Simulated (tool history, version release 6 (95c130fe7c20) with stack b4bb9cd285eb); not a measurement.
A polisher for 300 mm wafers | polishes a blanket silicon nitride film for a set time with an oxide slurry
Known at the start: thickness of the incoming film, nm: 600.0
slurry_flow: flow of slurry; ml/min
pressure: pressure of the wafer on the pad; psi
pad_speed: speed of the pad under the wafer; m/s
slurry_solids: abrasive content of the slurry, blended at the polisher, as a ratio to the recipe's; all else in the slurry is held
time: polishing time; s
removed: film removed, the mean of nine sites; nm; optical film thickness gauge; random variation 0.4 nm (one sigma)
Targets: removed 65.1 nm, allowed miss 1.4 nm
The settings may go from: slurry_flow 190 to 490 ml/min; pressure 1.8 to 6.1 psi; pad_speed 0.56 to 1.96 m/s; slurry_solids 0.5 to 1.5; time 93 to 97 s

| run | hour | slurry_flow | pressure | pad_speed | slurry_solids | time | removed |
|---|---|---|---|---|---|---|---|
| 1 | 0 | 315 | 3.9 | 1.26 | 1 | 93 | 78.482 |
| 2 | 3.7 | 315 | 3.9 | 1.4 | 1 | 93 | 83.681 |
| 3 | 12.5 | 315 | 3.8 | 1.4 | 1 | 93 | 80.899 |
| 4 | 16.9 | 315 | 4.6 | 1.4 | 1 | 93 | 97.639 |
| 5 | 21.3 | 315 | 4.6 | 1.26 | 1 | 93 | 91.341 |
| 6 | 29.6 | 315 | 4.5 | 1.26 | 1 | 93 | 90.791 |
| 7 | 35.1 | 315 | 4.4 | 1.26 | 1 | 93 | 88.494 |
| 8 | 42.2 | 315 | 4.3 | 1.26 | 1 | 93 | 87.399 |
| 9 | 48.8 | 315 | 4.2 | 1.26 | 1 | 93 | 85.488 |
| 10 | 52.2 | 315 | 4.1 | 1.26 | 1 | 93 | 83.522 |
| 11 | 57.7 | 300 | 3 | 1.26 | 1 | 93 | 60.72 |
| 12 | 64.4 | 305 | 3 | 1.26 | 1 | 93 | 61.184 |
| 13 | 68 | 310 | 3 | 1.26 | 1 | 93 | 61.279 |
| 14 | 72.3 | 335 | 3.3 | 1.26 | 1 | 93 | 67.885 |
| 15 | 80.3 | 330 | 3.3 | 1.26 | 1 | 93 | 66.687 |
| 16 | 82 | 325 | 3.3 | 1.26 | 1 | 93 | 66.876 |
| 17 | 89 | 320 | 3.3 | 1.26 | 1 | 93 | 66.852 |
| 18 | 92 | 315 | 3.3 | 1.26 | 1 | 93 | 66.765 |
| 19 | 100.1 | 310 | 3.3 | 1.26 | 1 | 93 | 66.505 |
| 20 | 103.6 | 295 | 3.3 | 1.26 | 1 | 93 | 66.714 |

5 next moves are on the table. One of them brings every result within its allowed miss. Which?
| A | 107.1 | 215 | 3.5 | 1.06 | 1.25 | 93 | ? |
| B | 107.1 | 310 | 2.9 | 1.44 | 1.05 | 93 | ? |
| C | 107.1 | 310 | 3.1 | 1.48 | 1 | 93 | ? |
| D | 107.1 | 300 | 3.4 | 1.42 | 0.8 | 94 | ? |
| E | 107.1 | 410 | 3.1 | 1.24 | 0.9 | 95 | ? |

| move | removed |
|---|---|
| A | 68.603 |
| B | 64.572 |
| C | 68.54 |
| D | 67.772 |
| E | 62.939 |
A: further off than the last run
B: meets every target
C: further off than the last run
D: further off than the last run
E: takes the result that was furthest off past its target
The right move is B.

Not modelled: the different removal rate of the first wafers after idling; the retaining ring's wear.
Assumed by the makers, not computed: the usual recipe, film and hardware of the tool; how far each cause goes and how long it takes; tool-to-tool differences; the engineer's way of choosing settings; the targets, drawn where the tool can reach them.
